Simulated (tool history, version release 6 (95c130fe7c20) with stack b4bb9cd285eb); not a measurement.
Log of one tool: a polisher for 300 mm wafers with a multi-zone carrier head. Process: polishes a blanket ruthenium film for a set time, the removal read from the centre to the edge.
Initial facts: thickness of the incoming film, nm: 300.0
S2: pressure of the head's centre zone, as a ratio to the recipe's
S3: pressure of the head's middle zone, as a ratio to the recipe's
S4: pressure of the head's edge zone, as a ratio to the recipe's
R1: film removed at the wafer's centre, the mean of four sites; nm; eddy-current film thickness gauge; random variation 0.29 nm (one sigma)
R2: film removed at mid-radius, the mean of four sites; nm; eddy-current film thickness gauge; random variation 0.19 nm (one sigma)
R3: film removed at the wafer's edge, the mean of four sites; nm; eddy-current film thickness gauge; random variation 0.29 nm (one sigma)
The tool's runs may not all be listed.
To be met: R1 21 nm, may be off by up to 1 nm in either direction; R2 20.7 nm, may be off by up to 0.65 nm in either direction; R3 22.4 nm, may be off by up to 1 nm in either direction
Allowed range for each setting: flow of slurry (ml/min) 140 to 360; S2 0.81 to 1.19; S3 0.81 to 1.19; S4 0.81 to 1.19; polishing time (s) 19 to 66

{"run": 1, "hour": 0.0, "flow of slurry (ml/min)": 230, "S2": 1, "S3": 1, "S4": 1, "polishing time (s)": 42, "R1": 37.964, "R2": 38.509, "R3": 42.667}
{"run": 2, "hour": 3.8, "flow of slurry (ml/min)": 230, "S2": 1, "S3": 1, "S4": 1, "polishing time (s)": 33, "R1": 30.077, "R2": 30.142, "R3": 33.148}
{"run": 3, "hour": 10.7, "flow of slurry (ml/min)": 230, "S2": 0.99, "S3": 0.98, "S4": 0.97, "polishing time (s)": 29, "R1": 25.741, "R2": 25.85, "R3": 28.553}
{"run": 4, "hour": 18.4, "flow of slurry (ml/min)": 230, "S2": 0.99, "S3": 0.98, "S4": 0.88, "polishing time (s)": 29, "R1": 26.101, "R2": 26.664, "R3": 27.2}
{"run": 5, "hour": 22.1, "flow of slurry (ml/min)": 230, "S2": 0.99, "S3": 0.94, "S4": 0.88, "polishing time (s)": 29, "R1": 25.467, "R2": 25.198, "R3": 27.225}
{"run": 6, "hour": 28.9, "flow of slurry (ml/min)": 230, "S2": 0.99, "S3": 0.93, "S4": 0.86, "polishing time (s)": 27, "R1": 24.33, "R2": 23.14, "R3": 24.678}
{"hour": 32.4, "done": "edge zone pressure recalibrated"}
{"run": 7, "hour": 32.4, "flow of slurry (ml/min)": 225, "S2": 0.97, "S3": 0.92, "S4": 0.85, "polishing time (s)": 27, "R1": 23.303, "R2": 22.932, "R3": 24.012}
{"run": 8, "hour": 38.2, "flow of slurry (ml/min)": 215, "S2": 0.96, "S3": 0.9, "S4": 0.85, "polishing time (s)": 27, "R1": 23.556, "R2": 22.271, "R3": 23.607}
{"run": 9, "hour": 45.6, "flow of slurry (ml/min)": 200, "S2": 0.86, "S3": 0.87, "S4": 0.85, "polishing time (s)": 25, "R1": 19.511, "R2": 20.04, "R3": 21.817}
{"run": 10, "hour": 54.6, "flow of slurry (ml/min)": 205, "S2": 0.87, "S3": 0.87, "S4": 0.85, "polishing time (s)": 25, "R1": 19.955, "R2": 20.207, "R3": 22.215}
{"run": 11, "hour": 62.4, "flow of slurry (ml/min)": 210, "S2": 0.88, "S3": 0.87, "S4": 0.85, "polishing time (s)": 25, "R1": 19.8, "R2": 20.118, "R3": 22.22}

Consider the 4 candidate settings below. Which is the only one whose results all fall within their allowed miss of target?
{"run": "A", "hour": 70.2, "flow of slurry (ml/min)": 195, "S2": 0.93, "S3": 0.89, "S4": 0.88, "polishing time (s)": 25, "R1": "?", "R2": "?", "R3": "?"}
{"run": "B", "hour": 70.2, "flow of slurry (ml/min)": 220, "S2": 0.81, "S3": 0.94, "S4": 0.86, "polishing time (s)": 25, "R1": "?", "R2": "?", "R3": "?"}
{"run": "C", "hour": 70.2, "flow of slurry (ml/min)": 155, "S2": 0.91, "S3": 0.95, "S4": 0.81, "polishing time (s)": 24, "R1": "?", "R2": "?", "R3": "?"}
{"run": "D", "hour": 70.2, "flow of slurry (ml/min)": 140, "S2": 0.99, "S3": 0.96, "S4": 0.81, "polishing time (s)": 24, "R1": "?", "R2": "?", "R3": "?"}

move=A R1=20.47 R2=20.719 R3=22.214
move=B R1=18.028 R2=21.918 R3=22.137
move=C R1=18.81 R2=20.591 R3=20.236
move=D R1=20.265 R2=20.577 R3=20.1
A: all results land within tolerance of their targets
B: moves away from the targets compared with the last run
C: moves away from the targets compared with the last run
D: corrects the largest miss of the last run, while another result sits out of spec
So the answer is move A, the one that meets all the targets.
